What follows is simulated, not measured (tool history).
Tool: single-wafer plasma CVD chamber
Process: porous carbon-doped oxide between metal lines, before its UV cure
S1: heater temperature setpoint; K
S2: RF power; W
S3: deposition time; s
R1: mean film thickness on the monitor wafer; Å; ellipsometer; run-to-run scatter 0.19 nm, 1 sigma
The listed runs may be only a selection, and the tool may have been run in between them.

| run | hour | S1 | S2 | S3 | R1 |
|---|---|---|---|---|---|
| 1 | 0.0 | 583.15 | 490 | 17.3 | 913.04 |
| 2 | 4.8 | 588.15 | 490 | 17.3 | 883.33 |
| 3 | 11.0 | 588.15 | 435 | 17.3 | 835.81 |
| 4 | 13.2 | 596.15 | 435 | 17.3 | 795.28 |
| 5 | 16.5 | 597.15 | 430 | 17.3 | 790.46 |
| 6 | 18.6 | 598.15 | 425 | 17.3 | 777.86 |

What does the tool deliver on the next run?
| 7 | 26.2 | 599.15 | 420 | 17.3 | ? |

{"run 7": {"R1": 767.86}}
